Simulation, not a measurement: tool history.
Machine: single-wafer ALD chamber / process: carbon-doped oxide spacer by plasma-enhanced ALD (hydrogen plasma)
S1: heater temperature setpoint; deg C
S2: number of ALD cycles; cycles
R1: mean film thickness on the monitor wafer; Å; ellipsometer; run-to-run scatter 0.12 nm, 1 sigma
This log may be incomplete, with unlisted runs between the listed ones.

run 1 hour=0 | S1=395 S2=613 | R1=329.02
run 2 hour=5.2 | S1=395 S2=542 | R1=290.86
run 3 hour=10.5 | S1=386 S2=542 | R1=291.18
run 4 hour=15.4 | S1=386 S2=477 | R1=255.05
run 5 hour=23.2 | S1=380 S2=477 | R1=257.3
-- hour=27.9 thermocouple changed; heater temperature recalibrated
run 6 hour=27.9 | S1=376 S2=477 | R1=255.15
run 7 hour=29.1 | S1=376 S2=487 | R1=259.54
run 8 hour=36.3 | S1=376 S2=496 | R1=267.33

Run 9, settings as shown, results not yet in. Your forecast:
run 9 hour=43.5 | S1=376 S2=502 | R1=?

Run 9 measured R1 271.14 Å.
